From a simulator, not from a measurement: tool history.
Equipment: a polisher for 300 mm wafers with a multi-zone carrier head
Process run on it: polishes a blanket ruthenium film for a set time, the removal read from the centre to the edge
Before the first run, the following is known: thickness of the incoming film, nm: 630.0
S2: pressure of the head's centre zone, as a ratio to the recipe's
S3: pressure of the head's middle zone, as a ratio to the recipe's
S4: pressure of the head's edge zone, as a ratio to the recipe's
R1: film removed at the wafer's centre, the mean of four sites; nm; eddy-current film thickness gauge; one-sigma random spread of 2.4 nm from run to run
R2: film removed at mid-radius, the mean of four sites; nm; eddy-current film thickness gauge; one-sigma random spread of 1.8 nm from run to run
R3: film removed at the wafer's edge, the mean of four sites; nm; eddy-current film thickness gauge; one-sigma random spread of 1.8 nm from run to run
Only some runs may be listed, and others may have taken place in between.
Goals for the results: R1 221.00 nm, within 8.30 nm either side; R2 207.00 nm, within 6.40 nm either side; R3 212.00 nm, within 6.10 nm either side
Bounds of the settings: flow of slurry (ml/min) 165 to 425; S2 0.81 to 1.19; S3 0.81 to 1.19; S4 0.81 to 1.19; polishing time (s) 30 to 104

run 1 day=0.000 | flow_of_slurry_(ml/min)=275 S2=1.00 S3=1.00 S4=1.00 polishing_time_(s)=67 | R1=143.13 R2=140.89 R3=144.52
run 2 day=0.279 | flow_of_slurry_(ml/min)=275 S2=0.95 S3=1.00 S4=1.00 polishing_time_(s)=67 | R1=134.15 R2=141.65 R3=144.42
run 3 day=0.496 | flow_of_slurry_(ml/min)=275 S2=0.90 S3=1.00 S4=1.00 polishing_time_(s)=67 | R1=129.16 R2=141.68 R3=142.02
run 4 day=0.704 | flow_of_slurry_(ml/min)=305 S2=0.90 S3=1.00 S4=1.00 polishing_time_(s)=67 | R1=126.20 R2=142.95 R3=145.63
run 5 day=0.983 | flow_of_slurry_(ml/min)=305 S2=0.90 S3=1.00 S4=0.94 polishing_time_(s)=67 | R1=127.26 R2=141.94 R3=140.81
-- day=1.267 slurry nozzle cleaned
run 6 day=1.267 | flow_of_slurry_(ml/min)=305 S2=0.96 S3=1.00 S4=0.94 polishing_time_(s)=67 | R1=140.12 R2=143.05 R3=143.81
run 7 day=1.533 | flow_of_slurry_(ml/min)=315 S2=0.98 S3=1.01 S4=0.96 polishing_time_(s)=69 | R1=149.78 R2=151.30 R3=149.67
run 8 day=1.700 | flow_of_slurry_(ml/min)=295 S2=1.07 S3=1.01 S4=1.06 polishing_time_(s)=87 | R1=205.49 R2=193.68 R3=198.99
run 9 day=1.967 | flow_of_slurry_(ml/min)=300 S2=1.07 S3=1.01 S4=1.07 polishing_time_(s)=87 | R1=202.60 R2=192.04 R3=201.06

Exactly one of the 5 candidate moves below puts every result within its allowed miss. Which one?
run A day=2.233 | flow_of_slurry_(ml/min)=310 S2=1.09 S3=1.04 S4=1.08 polishing_time_(s)=92 | R1=? R2=? R3=?
run B day=2.233 | flow_of_slurry_(ml/min)=365 S2=1.04 S3=0.88 S4=1.18 polishing_time_(s)=90 | R1=? R2=? R3=?
run C day=2.233 | flow_of_slurry_(ml/min)=305 S2=1.03 S3=1.08 S4=1.14 polishing_time_(s)=89 | R1=? R2=? R3=?
run D day=2.233 | flow_of_slurry_(ml/min)=325 S2=0.92 S3=1.08 S4=1.16 polishing_time_(s)=87 | R1=? R2=? R3=?
run E day=2.233 | flow_of_slurry_(ml/min)=345 S2=1.09 S3=0.82 S4=1.17 polishing_time_(s)=93 | R1=? R2=? R3=?

move=A R1=218.77 R2=207.30 R3=212.50
move=B R1=206.73 R2=182.14 R3=220.00
move=C R1=199.66 R2=205.98 R3=210.99
move=D R1=175.15 R2=202.47 R3=208.91
move=E R1=222.87 R2=178.45 R3=225.77
A: all results in spec
B: misses by more than the last run did
C: meets the target for the result that was furthest off, but another lies outside its allowed miss
D: meets the target for the result that was furthest off, but another lies outside its allowed miss
E: misses by more than the last run did
A meets every target.
